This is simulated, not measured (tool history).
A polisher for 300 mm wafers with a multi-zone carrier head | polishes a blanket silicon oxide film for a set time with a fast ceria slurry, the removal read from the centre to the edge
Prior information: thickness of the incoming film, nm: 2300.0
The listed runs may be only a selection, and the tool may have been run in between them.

run,hour,flow of slurry (ml/min),pressure of the head's centre zone,pressure of the head's middle zone,pressure of the head's edge zone,polishing time (s),film removed at the wafer's centre (nm),film removed at mid-radius (nm),film removed at the wafer's edge (nm)
1,0,310,1,1,1,63,608.82,588.56,583.23
2,7.3,310,1,1.07,1,63,604.43,625.29,594.21
3,10.2,310,1,1.07,0.97,63,618.28,611.21,575.03
4,18.3,310,0.96,1.07,0.94,60,560.97,591.27,534.42
5,26.1,270,0.96,1.07,0.94,60,557.15,584.79,536.24
6,34.3,270,0.96,1.07,0.86,60,559.94,585.24,519.39
7,35.3,270,0.96,1.06,0.86,58,536.76,571.44,503.64
8,43.2,270,0.97,1.05,0.86,56,522.99,538.18,483.67
9,49.3,270,0.97,1.05,0.85,55,507.45,528.47,472.57
10,52,270,0.97,1.05,0.84,54,501.56,523.04,469.35
11,55,270,0.97,1.05,0.84,54,487.49,514.55,464.3

Estimate the outcome of run 12 from the log above:
12,61.6,270,0.98,1.05,0.83,54,?,?,?

Run 12 came out at film removed at the wafer's centre (nm) 505.24, film removed at mid-radius (nm) 513.31, film removed at the wafer's edge (nm) 466.2.
